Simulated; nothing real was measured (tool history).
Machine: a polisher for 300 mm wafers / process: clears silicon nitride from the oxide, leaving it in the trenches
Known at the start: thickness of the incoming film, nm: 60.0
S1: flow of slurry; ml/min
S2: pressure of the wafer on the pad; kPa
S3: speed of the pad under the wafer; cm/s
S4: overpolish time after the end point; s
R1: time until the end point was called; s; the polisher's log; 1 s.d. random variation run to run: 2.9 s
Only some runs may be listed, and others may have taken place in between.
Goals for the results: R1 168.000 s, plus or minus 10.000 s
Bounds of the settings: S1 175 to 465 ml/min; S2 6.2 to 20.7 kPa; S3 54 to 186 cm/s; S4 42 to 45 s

run,hour,S1,S2,S3,S4,R1
1,0.0,295,13.1,118,42,113.020
2,1.3,295,13.1,118,42,116.520
3,8.5,295,13.1,128,42,103.060
4,11.2,365,13.1,128,42,98.038
5,17.3,365,16.5,128,42,81.645
6,23.5,365,18.6,128,42,72.035
# hour 30.1: worn pad replaced by a new one
7,30.1,365,15.9,124,42,76.679
8,35.2,325,14.5,122,42,86.184
9,38.8,325,10.3,104,42,139.090
10,45.3,325,10.3,104,42,143.910
11,45.9,315,10.3,104,42,137.580
12,48.8,305,9.7,104,42,153.180
13,53.1,300,9.7,104,42,152.760
14,58.5,295,9.7,104,42,151.140
15,65.9,290,9.7,104,42,155.650
16,70.3,285,9.7,104,42,149.440

Below are 5 possible settings for the next run. Only one of them brings all results inside the allowed miss of their targets. Which is it?
A,74.7,255,11.0,84,42,?
B,74.7,365,15.2,80,43,?
C,74.7,325,10.3,108,42,?
D,74.7,275,6.2,134,45,?
E,74.7,330,9.0,116,42,?

move,R1
A,164.420
B,122.210
C,133.970
D,179.590
E,143.220
A: every result lands within tolerance
B: misses by more than the last run did
C: misses by more than the last run did
D: moves the result that the last run missed by most past its target, out the other side
E: misses by more than the last run did
Correct choice: A, which meets every target
